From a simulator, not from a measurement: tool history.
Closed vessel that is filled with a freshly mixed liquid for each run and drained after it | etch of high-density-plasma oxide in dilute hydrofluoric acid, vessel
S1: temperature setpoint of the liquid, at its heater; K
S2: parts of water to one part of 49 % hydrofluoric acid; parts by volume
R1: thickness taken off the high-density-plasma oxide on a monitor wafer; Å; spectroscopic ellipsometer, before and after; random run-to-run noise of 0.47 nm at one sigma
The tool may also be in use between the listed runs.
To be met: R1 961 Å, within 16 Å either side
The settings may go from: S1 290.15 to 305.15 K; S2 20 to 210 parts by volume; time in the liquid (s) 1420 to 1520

Run 1, hour 0: S1 297.15 K, S2 115 parts by volume, time in the liquid (s) 1420. Result: R1 600.58 Å.
Run 2, hour 6.5: S1 293.65 K, S2 115 parts by volume, time in the liquid (s) 1420. Result: R1 525.1 Å.
Run 3, hour 8.7: S1 291.15 K, S2 115 parts by volume, time in the liquid (s) 1420. Result: R1 469.49 Å.
Run 4, hour 17.6: S1 291.15 K, S2 95 parts by volume, time in the liquid (s) 1420. Result: R1 581.45 Å.
Run 5, hour 21.2: S1 291.15 K, S2 120 parts by volume, time in the liquid (s) 1420. Result: R1 453 Å.
Run 6, hour 25: S1 291.15 K, S2 85 parts by volume, time in the liquid (s) 1420. Result: R1 659.86 Å.
Run 7, hour 30.2: S1 295.15 K, S2 85 parts by volume, time in the liquid (s) 1420. Result: R1 777.94 Å.
Run 8, hour 38.3: S1 296.15 K, S2 85 parts by volume, time in the liquid (s) 1420. Result: R1 804.28 Å.
Run 9, hour 39.4: S1 296.15 K, S2 85 parts by volume, time in the liquid (s) 1420. Result: R1 806.34 Å.
Run 10, hour 42.8: S1 296.65 K, S2 85 parts by volume, time in the liquid (s) 1420. Result: R1 833.7 Å.
Run 11, hour 45.4: S1 297.15 K, S2 85 parts by volume, time in the liquid (s) 1420. Result: R1 842.42 Å.
Run 12, hour 53.9: S1 301.15 K, S2 85 parts by volume, time in the liquid (s) 1420. Result: R1 979.92 Å.

Exercise: of the 4 proposed moves below, exactly one satisfies all targets within the stated allowed misses. Which move is it?
Run A, hour 62.4: S1 299.65 K, S2 80 parts by volume, time in the liquid (s) 1420. Result: R1 ?.
Run B, hour 62.4: S1 302.65 K, S2 95 parts by volume, time in the liquid (s) 1490. Result: R1 ?.
Run C, hour 62.4: S1 302.15 K, S2 85 parts by volume, time in the liquid (s) 1420. Result: R1 ?.
Run D, hour 62.4: S1 300.15 K, S2 80 parts by volume, time in the liquid (s) 1420. Result: R1 ?.

move      R1
   A  991.23
   B  963.27
   C    1021
   D  1010.9
A: the biggest miss grows against the last run
B: every result lands within tolerance
C: the biggest miss grows against the last run
D: the biggest miss grows against the last run
So the answer is move B, the one that meets all the targets.

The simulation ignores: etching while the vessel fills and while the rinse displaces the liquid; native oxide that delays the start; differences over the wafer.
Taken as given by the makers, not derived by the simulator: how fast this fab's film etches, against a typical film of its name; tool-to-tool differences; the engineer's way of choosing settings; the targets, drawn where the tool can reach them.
